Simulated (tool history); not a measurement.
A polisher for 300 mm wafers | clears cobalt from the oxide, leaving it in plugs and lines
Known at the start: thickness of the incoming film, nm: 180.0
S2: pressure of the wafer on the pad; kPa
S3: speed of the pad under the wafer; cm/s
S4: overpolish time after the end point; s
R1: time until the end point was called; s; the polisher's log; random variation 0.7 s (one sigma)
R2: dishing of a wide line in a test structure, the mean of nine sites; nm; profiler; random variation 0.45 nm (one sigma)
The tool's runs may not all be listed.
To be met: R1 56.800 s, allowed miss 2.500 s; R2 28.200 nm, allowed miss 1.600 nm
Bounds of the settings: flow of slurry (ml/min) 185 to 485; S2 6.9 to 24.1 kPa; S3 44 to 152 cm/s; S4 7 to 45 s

run 1 hour=0.0 | flow_of_slurry_(ml/min)=310 S2=15.2 S3=98 S4=23 | R1=37.218 R2=28.768
run 2 hour=9.0 | flow_of_slurry_(ml/min)=310 S2=13.1 S3=98 S4=23 | R1=42.606 R2=27.220
run 3 hour=12.1 | flow_of_slurry_(ml/min)=310 S2=13.1 S3=82 S4=23 | R1=49.430 R2=26.716
run 4 hour=20.1 | flow_of_slurry_(ml/min)=310 S2=13.1 S3=82 S4=17 | R1=49.945 R2=25.075
run 5 hour=27.7 | flow_of_slurry_(ml/min)=365 S2=13.1 S3=82 S4=17 | R1=50.159 R2=25.496
run 6 hour=28.5 | flow_of_slurry_(ml/min)=365 S2=13.1 S3=100 S4=17 | R1=41.551 R2=26.688
run 7 hour=35.5 | flow_of_slurry_(ml/min)=370 S2=12.4 S3=100 S4=20 | R1=43.156 R2=26.506
run 8 hour=41.3 | flow_of_slurry_(ml/min)=370 S2=11.7 S3=100 S4=24 | R1=46.116 R2=27.744
run 9 hour=45.1 | flow_of_slurry_(ml/min)=370 S2=11.0 S3=100 S4=25 | R1=48.921 R2=27.613
run 10 hour=53.0 | flow_of_slurry_(ml/min)=370 S2=11.0 S3=100 S4=26 | R1=48.745 R2=27.697
run 11 hour=55.1 | flow_of_slurry_(ml/min)=370 S2=11.0 S3=100 S4=27 | R1=48.635 R2=28.131
run 12 hour=56.8 | flow_of_slurry_(ml/min)=370 S2=10.3 S3=100 S4=28 | R1=52.256 R2=27.978

Which of these 4 next moves meets every target?
run A hour=58.5 | flow_of_slurry_(ml/min)=335 S2=11.0 S3=104 S4=22 | R1=? R2=?
run B hour=58.5 | flow_of_slurry_(ml/min)=395 S2=9.7 S3=98 S4=32 | R1=? R2=?
run C hour=58.5 | flow_of_slurry_(ml/min)=370 S2=11.0 S3=110 S4=22 | R1=? R2=?
run D hour=58.5 | flow_of_slurry_(ml/min)=415 S2=12.4 S3=94 S4=32 | R1=? R2=?

move=A R1=47.691 R2=27.173
move=B R1=56.567 R2=28.114
move=C R1=44.887 R2=27.440
move=D R1=46.060 R2=28.536
A: further off than the last run
B: meets every target
C: further off than the last run
D: further off than the last run
Answer: B
